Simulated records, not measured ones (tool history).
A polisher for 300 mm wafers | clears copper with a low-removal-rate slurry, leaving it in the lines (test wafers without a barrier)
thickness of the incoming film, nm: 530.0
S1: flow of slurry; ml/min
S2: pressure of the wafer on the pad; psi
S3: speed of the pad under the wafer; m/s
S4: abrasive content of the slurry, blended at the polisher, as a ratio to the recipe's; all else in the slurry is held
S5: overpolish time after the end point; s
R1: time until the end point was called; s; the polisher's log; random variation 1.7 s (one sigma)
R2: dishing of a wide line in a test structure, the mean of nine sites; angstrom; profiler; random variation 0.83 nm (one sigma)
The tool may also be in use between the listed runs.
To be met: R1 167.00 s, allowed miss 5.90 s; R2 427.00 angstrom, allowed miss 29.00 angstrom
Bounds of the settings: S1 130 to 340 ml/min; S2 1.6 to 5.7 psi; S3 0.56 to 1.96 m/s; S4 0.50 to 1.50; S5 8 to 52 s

Run 1, hour 0.0: S1 220 ml/min, S2 3.6 psi, S3 1.26 m/s, S4 1.00, S5 26 s. Result: R1 114.74 s, R2 503.84 angstrom.
Run 2, hour 4.8: S1 220 ml/min, S2 3.6 psi, S3 1.26 m/s, S4 1.00, S5 20 s. Result: R1 113.75 s, R2 426.78 angstrom.
Run 3, hour 7.8: S1 270 ml/min, S2 3.6 psi, S3 1.26 m/s, S4 1.00, S5 20 s. Result: R1 113.50 s, R2 441.72 angstrom.
Run 4, hour 11.9: S1 215 ml/min, S2 3.6 psi, S3 1.26 m/s, S4 1.00, S5 20 s. Result: R1 112.18 s, R2 446.34 angstrom.
At hour 14.3: head pressure recalibrated.
Run 5, hour 14.3: S1 255 ml/min, S2 3.6 psi, S3 1.26 m/s, S4 1.00, S5 20 s. Result: R1 106.09 s, R2 457.64 angstrom.
Run 6, hour 17.0: S1 255 ml/min, S2 3.6 psi, S3 1.26 m/s, S4 0.80, S5 20 s. Result: R1 109.06 s, R2 446.10 angstrom.
Run 7, hour 23.5: S1 255 ml/min, S2 3.3 psi, S3 1.26 m/s, S4 0.80, S5 22 s. Result: R1 116.75 s, R2 448.51 angstrom.
Run 8, hour 26.0: S1 255 ml/min, S2 3.0 psi, S3 1.26 m/s, S4 0.80, S5 24 s. Result: R1 130.75 s, R2 448.39 angstrom.
Run 9, hour 33.9: S1 245 ml/min, S2 2.1 psi, S3 1.26 m/s, S4 0.80, S5 27 s. Result: R1 181.68 s, R2 392.53 angstrom.

5 next moves are on the table. One of them brings every result within its allowed miss. Which?
Run A, hour 41.8: S1 240 ml/min, S2 2.4 psi, S3 1.26 m/s, S4 0.85, S5 20 s. Result: R1 ?, R2 ?.
Run B, hour 41.8: S1 225 ml/min, S2 1.9 psi, S3 1.36 m/s, S4 0.60, S5 44 s. Result: R1 ?, R2 ?.
Run C, hour 41.8: S1 215 ml/min, S2 2.7 psi, S3 0.94 m/s, S4 0.80, S5 25 s. Result: R1 ?, R2 ?.
Run D, hour 41.8: S1 265 ml/min, S2 2.4 psi, S3 1.18 m/s, S4 0.80, S5 29 s. Result: R1 ?, R2 ?.
Run E, hour 41.8: S1 305 ml/min, S2 2.1 psi, S3 1.20 m/s, S4 0.75, S5 27 s. Result: R1 ?, R2 ?.

move      R1      R2
   A  159.58  336.77
   B  196.23  454.23
   C  193.56  346.02
   D  169.76  406.41
   E  188.92  362.37
A: takes the result that was furthest off past its target
B: further off than the last run
C: further off than the last run
D: meets every target
E: further off than the last run
Answer: D
